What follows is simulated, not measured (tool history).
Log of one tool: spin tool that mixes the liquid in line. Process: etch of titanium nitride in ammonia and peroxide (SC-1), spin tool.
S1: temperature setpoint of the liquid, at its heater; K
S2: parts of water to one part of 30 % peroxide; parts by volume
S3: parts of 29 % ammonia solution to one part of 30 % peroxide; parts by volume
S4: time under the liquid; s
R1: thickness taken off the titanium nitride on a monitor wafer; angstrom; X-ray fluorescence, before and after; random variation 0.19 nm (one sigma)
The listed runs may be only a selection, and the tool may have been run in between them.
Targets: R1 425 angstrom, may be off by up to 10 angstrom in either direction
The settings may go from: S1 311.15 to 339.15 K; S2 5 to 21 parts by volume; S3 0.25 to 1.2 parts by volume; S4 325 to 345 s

run,day,S1,S2,S3,S4,R1
1,0,323.15,11.5,0.95,325,196.84
2,0.367,317.15,11.5,0.95,325,128.21
3,0.512,321.65,11.5,0.95,325,179.04
4,0.696,324.65,11.5,0.95,325,219.53
5,0.988,324.65,11.5,1.1,325,221.55
6,1.083,327.15,11.5,1.1,325,264.64
7,1.442,335.15,11.5,1.1,325,453.99
8,1.542,334.65,11.5,1.1,325,437.53

Exactly one of the 5 candidate moves below puts every result within its allowed miss. Which one?
A,1.642,333.15,8.5,1.2,325,?
B,1.642,333.15,10,1.1,345,?
C,1.642,331.65,7.5,1.2,325,?
D,1.642,336.65,13.5,1.15,325,?
E,1.642,334.65,12,1.1,325,?

move,R1
A,467.2
B,452.73
C,448.92
D,462.74
E,429.1
A: lands further from the targets than the last run did
B: lands further from the targets than the last run did
C: lands further from the targets than the last run did
D: lands further from the targets than the last run did
E: every result lands within tolerance
The right move is E.

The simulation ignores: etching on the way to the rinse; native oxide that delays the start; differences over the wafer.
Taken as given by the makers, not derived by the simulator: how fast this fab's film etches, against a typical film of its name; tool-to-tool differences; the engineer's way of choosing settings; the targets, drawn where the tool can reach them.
